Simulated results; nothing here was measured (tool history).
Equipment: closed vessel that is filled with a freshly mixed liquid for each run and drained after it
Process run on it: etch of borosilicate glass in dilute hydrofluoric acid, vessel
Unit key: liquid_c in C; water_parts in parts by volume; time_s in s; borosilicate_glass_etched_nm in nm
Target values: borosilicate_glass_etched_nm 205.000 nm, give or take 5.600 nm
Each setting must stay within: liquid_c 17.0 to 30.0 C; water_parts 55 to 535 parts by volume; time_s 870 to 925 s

Run 1, day 0.000: liquid_c 22.0 C, water_parts 295 parts by volume, time_s 870 s. Result: borosilicate_glass_etched_nm 87.347 nm.
Run 2, day 0.196: liquid_c 22.0 C, water_parts 205 parts by volume, time_s 870 s. Result: borosilicate_glass_etched_nm 137.900 nm.
Run 3, day 0.292: liquid_c 24.0 C, water_parts 205 parts by volume, time_s 870 s. Result: borosilicate_glass_etched_nm 149.430 nm.
Run 4, day 0.392: liquid_c 25.5 C, water_parts 200 parts by volume, time_s 870 s. Result: borosilicate_glass_etched_nm 161.520 nm.
Run 5, day 0.650: liquid_c 27.0 C, water_parts 195 parts by volume, time_s 870 s. Result: borosilicate_glass_etched_nm 173.720 nm.
Run 6, day 0.883: liquid_c 27.0 C, water_parts 125 parts by volume, time_s 870 s. Result: borosilicate_glass_etched_nm 295.530 nm.
Run 7, day 1.000: liquid_c 24.5 C, water_parts 125 parts by volume, time_s 870 s. Result: borosilicate_glass_etched_nm 268.180 nm.
Run 8, day 1.200: liquid_c 22.5 C, water_parts 130 parts by volume, time_s 870 s. Result: borosilicate_glass_etched_nm 241.380 nm.
Run 9, day 1.312: liquid_c 18.5 C, water_parts 135 parts by volume, time_s 870 s. Result: borosilicate_glass_etched_nm 195.940 nm.

Which single option among these 5 for the next run brings every result within its allowed miss of target? Just one does.
Run A, day 1.425: liquid_c 17.0 C, water_parts 140 parts by volume, time_s 910 s. Result: borosilicate_glass_etched_nm ?.
Run B, day 1.425: liquid_c 18.0 C, water_parts 145 parts by volume, time_s 925 s. Result: borosilicate_glass_etched_nm ?.
Run C, day 1.425: liquid_c 17.5 C, water_parts 140 parts by volume, time_s 905 s. Result: borosilicate_glass_etched_nm ?.
Run D, day 1.425: liquid_c 17.0 C, water_parts 130 parts by volume, time_s 915 s. Result: borosilicate_glass_etched_nm ?.
Run E, day 1.425: liquid_c 19.0 C, water_parts 150 parts by volume, time_s 925 s. Result: borosilicate_glass_etched_nm ?.

move  borosilicate_glass_etched_nm
   A                       183.990
   B                       187.200
   C                       186.790
   D                       201.220
   E                       187.480
A: lands further from the targets than the last run did
B: lands further from the targets than the last run did
C: lands further from the targets than the last run did
D: each result inside its tolerance
E: lands further from the targets than the last run did
The move that meets every target is D.

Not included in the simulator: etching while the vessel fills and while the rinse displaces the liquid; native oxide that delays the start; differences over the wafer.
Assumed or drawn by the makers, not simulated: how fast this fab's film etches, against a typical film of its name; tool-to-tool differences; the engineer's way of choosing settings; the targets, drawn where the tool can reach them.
